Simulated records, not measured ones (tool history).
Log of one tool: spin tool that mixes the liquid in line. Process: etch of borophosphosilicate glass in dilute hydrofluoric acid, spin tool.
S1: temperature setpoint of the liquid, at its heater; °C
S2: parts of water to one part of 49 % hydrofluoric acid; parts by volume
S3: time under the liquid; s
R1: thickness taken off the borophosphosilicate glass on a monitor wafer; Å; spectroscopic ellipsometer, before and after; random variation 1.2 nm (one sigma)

| run | hour | S1 | S2 | S3 | R1 |
|---|---|---|---|---|---|
| 1 | 0.0 | 23.0 | 210 | 245 | 611.61 |
| 2 | 8.4 | 25.0 | 210 | 245 | 650.87 |
| 3 | 9.7 | 26.0 | 190 | 245 | 765.95 |
| 4 | 12.1 | 26.0 | 150 | 245 | 1024.60 |
| 5 | 19.0 | 27.0 | 145 | 245 | 1102.80 |
| 6 | 20.8 | 28.0 | 145 | 245 | 1121.60 |
| 7 | 29.3 | 28.5 | 140 | 245 | 1212.70 |
| 8 | 35.7 | 29.0 | 140 | 245 | 1232.80 |

Run 9 comes next. What will it give?
|  | 40.1 | thermometer replaced |
| 9 | 40.1 | 29.5 | 140 | 245 | ? |

{"run 9": {"R1": 1175.7}}
